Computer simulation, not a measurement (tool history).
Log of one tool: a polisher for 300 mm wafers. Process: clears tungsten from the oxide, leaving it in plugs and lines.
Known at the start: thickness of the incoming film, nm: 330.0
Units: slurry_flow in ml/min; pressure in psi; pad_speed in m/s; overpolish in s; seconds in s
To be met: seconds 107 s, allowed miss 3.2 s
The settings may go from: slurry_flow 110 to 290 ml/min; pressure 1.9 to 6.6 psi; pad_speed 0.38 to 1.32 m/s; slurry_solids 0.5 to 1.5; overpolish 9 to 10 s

run 1 day=0 | slurry_flow=185 pressure=4.2 pad_speed=0.84 slurry_solids=1 overpolish=10 | seconds=72.793
run 2 day=0.233 | slurry_flow=185 pressure=4.2 pad_speed=0.94 slurry_solids=1 overpolish=10 | seconds=65.961
run 3 day=0.579 | slurry_flow=160 pressure=4.2 pad_speed=0.94 slurry_solids=1 overpolish=10 | seconds=67.202
run 4 day=0.621 | slurry_flow=160 pressure=4.2 pad_speed=1.14 slurry_solids=1 overpolish=10 | seconds=55.058
run 5 day=0.821 | slurry_flow=160 pressure=5 pad_speed=1.14 slurry_solids=1 overpolish=10 | seconds=47.342
run 6 day=1.112 | slurry_flow=160 pressure=5.5 pad_speed=1.14 slurry_solids=1 overpolish=10 | seconds=42.903
run 7 day=1.183 | slurry_flow=155 pressure=4.7 pad_speed=1.1 slurry_solids=1 overpolish=10 | seconds=51.947
run 8 day=1.388 | slurry_flow=155 pressure=4.1 pad_speed=1.06 slurry_solids=1 overpolish=10 | seconds=61.273
run 9 day=1.492 | slurry_flow=150 pressure=3.6 pad_speed=1.04 slurry_solids=1 overpolish=10 | seconds=70.62
run 10 day=1.862 | slurry_flow=145 pressure=3.2 pad_speed=1.04 slurry_solids=1 overpolish=10 | seconds=80.085
run 11 day=2 | slurry_flow=130 pressure=2 pad_speed=1.04 slurry_solids=1 overpolish=10 | seconds=128.43

5 next moves are on the table. One of them brings every result within its allowed miss. Which?
run A day=2.138 | slurry_flow=110 pressure=2.8 pad_speed=0.9 slurry_solids=1.05 overpolish=9 | seconds=?
run B day=2.138 | slurry_flow=140 pressure=1.9 pad_speed=1.08 slurry_solids=1.15 overpolish=10 | seconds=?
run C day=2.138 | slurry_flow=170 pressure=2.6 pad_speed=0.88 slurry_solids=0.85 overpolish=9 | seconds=?
run D day=2.138 | slurry_flow=155 pressure=2.2 pad_speed=1.02 slurry_solids=0.85 overpolish=10 | seconds=?
run E day=2.138 | slurry_flow=175 pressure=2.2 pad_speed=0.94 slurry_solids=1.2 overpolish=9 | seconds=?

move=A seconds=108.53
move=B seconds=122.89
move=C seconds=117.91
move=D seconds=121.21
move=E seconds=117.36
A: meets every target
B: nearer than the last run, and not there yet
C: nearer than the last run, and not there yet
D: nearer than the last run, and not there yet
E: nearer than the last run, and not there yet
Move A is the one to make.
